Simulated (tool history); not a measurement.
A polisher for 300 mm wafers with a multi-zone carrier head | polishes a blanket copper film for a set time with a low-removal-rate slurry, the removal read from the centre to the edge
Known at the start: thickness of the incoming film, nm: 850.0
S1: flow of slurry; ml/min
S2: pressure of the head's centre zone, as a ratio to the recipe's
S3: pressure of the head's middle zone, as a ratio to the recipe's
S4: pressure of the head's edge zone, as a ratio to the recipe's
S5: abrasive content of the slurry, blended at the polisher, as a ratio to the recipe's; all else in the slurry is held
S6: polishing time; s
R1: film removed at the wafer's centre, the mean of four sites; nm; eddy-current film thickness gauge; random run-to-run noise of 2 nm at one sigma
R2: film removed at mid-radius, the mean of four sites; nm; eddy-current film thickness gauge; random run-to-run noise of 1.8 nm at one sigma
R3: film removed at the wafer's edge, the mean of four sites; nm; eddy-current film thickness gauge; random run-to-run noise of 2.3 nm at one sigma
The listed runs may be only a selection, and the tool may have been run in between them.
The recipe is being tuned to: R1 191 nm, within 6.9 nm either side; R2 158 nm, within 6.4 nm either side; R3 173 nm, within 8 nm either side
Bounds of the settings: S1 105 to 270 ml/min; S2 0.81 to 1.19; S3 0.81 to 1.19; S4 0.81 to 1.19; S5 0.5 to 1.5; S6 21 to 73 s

run  hour   S1    S2    S3    S4    S5  S6      R1      R2      R3
  1     0  175     1     1     1     1  47   182.2  189.22  179.84
  2   6.8  175     1     1  1.05     1  47  177.88  183.41   177.2
  3     9  175  1.03  0.97  1.06     1  47  183.16  179.85   176.9
  4  15.7  175  1.03  0.97  1.06   0.8  47  169.66  167.07  169.41
       19  -- worn pad replaced by a new one
  5    19  175  1.03  0.97     1   0.8  47   184.2  180.05  177.19
  6  20.4  175  1.07  0.97     1   0.8  47  189.55  181.56   177.7
  7    22  175  1.07  0.97     1   0.8  47  194.47  186.04  177.17
  8  23.5  135   1.1  0.87  1.02  0.75  47   180.8  154.95  170.79
  9    25  140  1.11  0.87  1.02  0.75  47  184.12  159.08  172.38

5 candidate next runs follow, results not yet known. Just one meets every target within its allowed miss. Identify it.
  A  26.5  125  0.96  0.82  1.09  0.65  54   ?   ?   ?
  B  26.5  180  1.13  0.86  1.05  0.95  42   ?   ?   ?
  C  26.5  175  1.04  0.93  1.05   0.7  46   ?   ?   ?
  D  26.5  105  1.03  0.91  1.02  1.05  47   ?   ?   ?
  E  26.5  140  1.09  0.94  1.01   0.7  46   ?   ?   ?

move      R1      R2      R3
   A  171.19  159.06  184.27
   B  186.35  157.46  168.96
   C  171.27  164.69  165.61
   D  177.57  171.29  178.26
   E  169.88  159.72  157.91
A: moves away from the targets compared with the last run
B: hits every target within its allowed miss
C: moves away from the targets compared with the last run
D: moves away from the targets compared with the last run
E: moves away from the targets compared with the last run
B is the move that brings every result within its allowed miss.
